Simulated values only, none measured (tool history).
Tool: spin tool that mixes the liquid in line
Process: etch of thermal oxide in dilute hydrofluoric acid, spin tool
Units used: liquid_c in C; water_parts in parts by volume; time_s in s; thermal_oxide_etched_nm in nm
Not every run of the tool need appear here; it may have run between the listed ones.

run	hour	liquid_c	water_parts	time_s	thermal_oxide_etched_nm
1	0.0	23.0	160	90	2.4089
2	3.7	25.5	160	90	2.6872
3	7.7	27.0	160	90	2.8483
4	9.1	30.5	160	90	3.2084
5	14.0	30.5	160	90	3.1888
6	20.0	30.5	155	90	3.3039
7	24.5	31.0	120	90	4.6241

Forecast run 8:
8	26.4	30.5	120	90	?

Run 8 produced thermal_oxide_etched_nm 4.5377 nm.
